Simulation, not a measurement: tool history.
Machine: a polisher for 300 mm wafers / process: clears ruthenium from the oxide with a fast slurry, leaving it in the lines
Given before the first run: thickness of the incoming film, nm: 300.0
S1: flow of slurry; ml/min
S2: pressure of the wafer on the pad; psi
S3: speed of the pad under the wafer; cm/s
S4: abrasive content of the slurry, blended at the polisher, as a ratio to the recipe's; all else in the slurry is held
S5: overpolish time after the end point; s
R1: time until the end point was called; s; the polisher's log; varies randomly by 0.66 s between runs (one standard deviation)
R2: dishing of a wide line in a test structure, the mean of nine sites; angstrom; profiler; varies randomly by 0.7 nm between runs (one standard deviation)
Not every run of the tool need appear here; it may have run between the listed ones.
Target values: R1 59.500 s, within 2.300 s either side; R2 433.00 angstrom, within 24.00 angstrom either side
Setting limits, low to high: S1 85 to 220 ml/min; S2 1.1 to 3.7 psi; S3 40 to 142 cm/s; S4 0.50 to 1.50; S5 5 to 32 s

Run 1, hour 0.0: S1 140 ml/min, S2 2.4 psi, S3 90 cm/s, S4 1.00, S5 16 s. Result: R1 86.881 s, R2 440.31 angstrom.
Run 2, hour 6.8: S1 140 ml/min, S2 2.4 psi, S3 90 cm/s, S4 0.90, S5 16 s. Result: R1 89.661 s, R2 414.41 angstrom.
Run 3, hour 7.9: S1 140 ml/min, S2 2.4 psi, S3 72 cm/s, S4 0.90, S5 16 s. Result: R1 111.740 s, R2 337.59 angstrom.
Run 4, hour 16.4: S1 145 ml/min, S2 2.7 psi, S3 74 cm/s, S4 0.90, S5 15 s. Result: R1 99.068 s, R2 373.39 angstrom.
Run 5, hour 18.9: S1 145 ml/min, S2 2.7 psi, S3 86 cm/s, S4 0.90, S5 15 s. Result: R1 84.052 s, R2 425.59 angstrom.
Run 6, hour 26.8: S1 150 ml/min, S2 2.9 psi, S3 86 cm/s, S4 0.90, S5 14 s. Result: R1 75.537 s, R2 417.57 angstrom.
Run 7, hour 29.5: S1 160 ml/min, S2 3.0 psi, S3 86 cm/s, S4 0.90, S5 14 s. Result: R1 73.643 s, R2 439.01 angstrom.
Run 8, hour 37.6: S1 160 ml/min, S2 3.1 psi, S3 86 cm/s, S4 0.90, S5 13 s. Result: R1 73.108 s, R2 422.12 angstrom.
Run 9, hour 41.3: S1 160 ml/min, S2 3.2 psi, S3 86 cm/s, S4 0.90, S5 12 s. Result: R1 70.062 s, R2 406.22 angstrom.
Run 10, hour 43.5: S1 160 ml/min, S2 3.3 psi, S3 86 cm/s, S4 0.90, S5 12 s. Result: R1 67.598 s, R2 421.06 angstrom.
Run 11, hour 48.9: S1 160 ml/min, S2 3.3 psi, S3 86 cm/s, S4 0.90, S5 12 s. Result: R1 66.973 s, R2 419.67 angstrom.
Run 12, hour 50.3: S1 160 ml/min, S2 3.4 psi, S3 86 cm/s, S4 0.90, S5 12 s. Result: R1 66.242 s, R2 424.57 angstrom.
Run 13, hour 53.8: S1 185 ml/min, S2 3.7 psi, S3 86 cm/s, S4 0.90, S5 10 s. Result: R1 59.177 s, R2 405.88 angstrom.

Exercise: of the 5 proposed moves below, exactly one satisfies all targets within the stated allowed misses. Which move is it?
Run A, hour 57.3: S1 200 ml/min, S2 3.4 psi, S3 92 cm/s, S4 0.90, S5 11 s. Result: R1 ?, R2 ?.
Run B, hour 57.3: S1 190 ml/min, S2 3.7 psi, S3 86 cm/s, S4 0.85, S5 13 s. Result: R1 ?, R2 ?.
Run C, hour 57.3: S1 200 ml/min, S2 3.7 psi, S3 92 cm/s, S4 0.95, S5 12 s. Result: R1 ?, R2 ?.
Run D, hour 57.3: S1 200 ml/min, S2 3.0 psi, S3 102 cm/s, S4 1.15, S5 13 s. Result: R1 ?, R2 ?.
Run E, hour 57.3: S1 220 ml/min, S2 3.7 psi, S3 98 cm/s, S4 0.70, S5 12 s. Result: R1 ?, R2 ?.

move      R1      R2
   A  58.625  448.19
   B  59.077  513.95
   C  53.058  526.01
   D  55.521  541.59
   E  54.231  516.38
A: in spec on every target
B: takes the biggest miss from the last run beyond its target
C: takes the biggest miss from the last run beyond its target
D: takes the biggest miss from the last run beyond its target
E: takes the biggest miss from the last run beyond its target
A meets every target.

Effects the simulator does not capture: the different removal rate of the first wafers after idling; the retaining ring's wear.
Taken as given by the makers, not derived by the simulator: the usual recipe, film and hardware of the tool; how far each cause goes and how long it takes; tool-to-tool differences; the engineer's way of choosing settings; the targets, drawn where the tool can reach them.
